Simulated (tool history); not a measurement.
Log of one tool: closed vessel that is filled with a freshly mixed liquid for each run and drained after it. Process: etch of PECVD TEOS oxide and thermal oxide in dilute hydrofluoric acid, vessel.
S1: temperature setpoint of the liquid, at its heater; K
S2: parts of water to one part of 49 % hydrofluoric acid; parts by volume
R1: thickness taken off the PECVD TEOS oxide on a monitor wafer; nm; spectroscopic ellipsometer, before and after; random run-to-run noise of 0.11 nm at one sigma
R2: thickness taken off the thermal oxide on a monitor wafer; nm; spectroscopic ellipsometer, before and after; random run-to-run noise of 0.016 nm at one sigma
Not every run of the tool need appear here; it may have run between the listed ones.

Run 1, hour 0.0: S1 296.15 K, S2 260 parts by volume, time in the liquid (s) 190. Result: R1 19.474 nm, R2 3.0712 nm.
Run 2, hour 4.8: S1 296.15 K, S2 210 parts by volume, time in the liquid (s) 190. Result: R1 25.119 nm, R2 3.9740 nm.
Run 3, hour 8.5: S1 293.15 K, S2 210 parts by volume, time in the liquid (s) 190. Result: R1 22.827 nm, R2 3.5969 nm.
Run 4, hour 9.5: S1 293.15 K, S2 210 parts by volume, time in the liquid (s) 235. Result: R1 27.449 nm, R2 4.3363 nm.
Run 5, hour 16.0: S1 293.15 K, S2 210 parts by volume, time in the liquid (s) 170. Result: R1 20.184 nm, R2 3.1497 nm.
Run 6, hour 23.9: S1 293.15 K, S2 210 parts by volume, time in the liquid (s) 225. Result: R1 26.263 nm, R2 4.2203 nm.
Run 7, hour 31.5: S1 292.65 K, S2 235 parts by volume, time in the liquid (s) 225. Result: R1 22.879 nm, R2 3.5519 nm.
Run 8, hour 37.7: S1 292.65 K, S2 255 parts by volume, time in the liquid (s) 225. Result: R1 20.668 nm, R2 3.2312 nm.
Run 9, hour 39.6: S1 292.15 K, S2 270 parts by volume, time in the liquid (s) 225. Result: R1 18.890 nm, R2 3.0037 nm.
Run 10, hour 40.5: S1 291.65 K, S2 285 parts by volume, time in the liquid (s) 225. Result: R1 17.076 nm, R2 2.7145 nm.
Run 11, hour 46.6: S1 291.15 K, S2 295 parts by volume, time in the liquid (s) 225. Result: R1 16.324 nm, R2 2.5241 nm.

For run 12, what comes out?
Run 12, hour 55.3: S1 291.15 K, S2 305 parts by volume, time in the liquid (s) 225. Result: R1 ?, R2 ?.

{"run 12": {"R1": 15.769, "R2": 2.4444}}
